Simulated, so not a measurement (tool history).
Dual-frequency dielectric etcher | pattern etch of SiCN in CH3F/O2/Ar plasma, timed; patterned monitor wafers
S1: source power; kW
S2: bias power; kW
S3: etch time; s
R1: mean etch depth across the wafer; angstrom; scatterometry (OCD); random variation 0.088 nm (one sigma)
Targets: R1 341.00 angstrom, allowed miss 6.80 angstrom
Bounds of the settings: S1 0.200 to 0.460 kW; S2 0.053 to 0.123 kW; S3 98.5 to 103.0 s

{"run": 1, "hour": 0.0, "S1": 0.33, "S2": 0.088, "S3": 98.5, "R1": 369.69}
{"run": 2, "hour": 6.0, "S1": 0.32, "S2": 0.088, "S3": 98.5, "R1": 362.15}
{"run": 3, "hour": 12.9, "S1": 0.32, "S2": 0.088, "S3": 103.0, "R1": 379.47}
{"run": 4, "hour": 16.6, "S1": 0.32, "S2": 0.088, "S3": 98.5, "R1": 360.45}
{"run": 5, "hour": 17.5, "S1": 0.32, "S2": 0.1, "S3": 98.5, "R1": 386.36}
{"run": 6, "hour": 22.9, "S1": 0.32, "S2": 0.091, "S3": 98.5, "R1": 369.21}
{"run": 7, "hour": 27.0, "S1": 0.31, "S2": 0.091, "S3": 98.5, "R1": 361.97}
{"run": 8, "hour": 28.4, "S1": 0.26, "S2": 0.089, "S3": 98.5, "R1": 318.43}
{"run": 9, "hour": 31.9, "S1": 0.26, "S2": 0.089, "S3": 98.5, "R1": 318.99}

4 next moves are on the table. One of them brings every result within its allowed miss. Which?
{"run": "A", "hour": 35.4, "S1": 0.26, "S2": 0.09, "S3": 100.0, "R1": "?"}
{"run": "B", "hour": 35.4, "S1": 0.27, "S2": 0.096, "S3": 98.5, "R1": "?"}
{"run": "C", "hour": 35.4, "S1": 0.22, "S2": 0.096, "S3": 98.5, "R1": "?"}
{"run": "D", "hour": 35.4, "S1": 0.24, "S2": 0.087, "S3": 98.5, "R1": "?"}

move=A R1=325.06
move=B R1=340.06
move=C R1=290.99
move=D R1=296.59
A: nearer than the last run, and not there yet
B: meets every target
C: further off than the last run
D: further off than the last run
The right move is B.

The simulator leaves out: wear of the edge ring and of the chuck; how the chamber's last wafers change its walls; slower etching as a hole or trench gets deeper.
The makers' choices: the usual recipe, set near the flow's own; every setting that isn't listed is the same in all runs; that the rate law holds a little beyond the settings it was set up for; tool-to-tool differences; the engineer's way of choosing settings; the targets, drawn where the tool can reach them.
